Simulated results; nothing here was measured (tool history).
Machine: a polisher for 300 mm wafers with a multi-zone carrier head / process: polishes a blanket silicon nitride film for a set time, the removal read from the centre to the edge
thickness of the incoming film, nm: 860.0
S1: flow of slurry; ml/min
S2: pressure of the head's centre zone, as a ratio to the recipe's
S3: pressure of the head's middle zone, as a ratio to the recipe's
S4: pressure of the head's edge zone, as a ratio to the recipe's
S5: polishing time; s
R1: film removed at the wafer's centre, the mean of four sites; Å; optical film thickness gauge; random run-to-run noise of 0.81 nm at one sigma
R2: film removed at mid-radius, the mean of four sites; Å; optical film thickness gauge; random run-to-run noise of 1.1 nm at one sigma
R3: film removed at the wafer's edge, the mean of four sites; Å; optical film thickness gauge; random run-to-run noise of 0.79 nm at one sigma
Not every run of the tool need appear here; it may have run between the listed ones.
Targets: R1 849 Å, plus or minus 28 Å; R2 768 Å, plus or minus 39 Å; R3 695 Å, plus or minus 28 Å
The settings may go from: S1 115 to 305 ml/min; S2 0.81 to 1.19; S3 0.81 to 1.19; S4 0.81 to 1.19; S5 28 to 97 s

run  hour   S1    S2    S3    S4  S5      R1      R2      R3
  1     0  195     1     1     1  62  1067.1  1020.8  1015.7
  2   1.1  195     1     1  0.96  62  1064.5  1021.3  1002.7
  3   6.1  200  1.02  1.01  0.94  57  990.75  968.58  887.15
  4  12.1  200  1.02  1.01  0.98  57  1013.7  962.43  917.75
  5  19.5  200  1.03     1  0.96  54  943.87  896.71   861.7
  6  28.3  195  1.05  0.99  0.93  52  932.54  855.99  826.87
  7    34  195  1.06  0.99  0.91  50  904.55  815.44  776.55
  8  40.6  190  1.06  0.99  0.89  49  875.62   802.7  742.12

Exactly one of the 5 candidate moves below puts every result within its allowed miss. Which one?
  A  47.2  125  1.13  1.04  0.83  49   ?   ?   ?
  B  47.2  160  1.15  1.06  0.81  45   ?   ?   ?
  C  47.2  200  1.02  0.94   0.9  49   ?   ?   ?
  D  47.2  185  1.14  0.81  0.86  49   ?   ?   ?
  E  47.2  215  1.18   0.9  0.88  44   ?   ?   ?

move      R1      R2      R3
   A  843.43  764.79  685.55
   B  843.06  756.98  649.85
   C  850.28   775.6  761.36
   D  936.65  676.84  741.61
   E  894.76  678.47  683.23
A: meets every target
B: carries the result that was furthest off beyond its target, to the other side
C: lands further from the targets than the last run did
D: lands further from the targets than the last run did
E: gets the furthest-off result to its target, but another result is out of tolerance
Answer: A
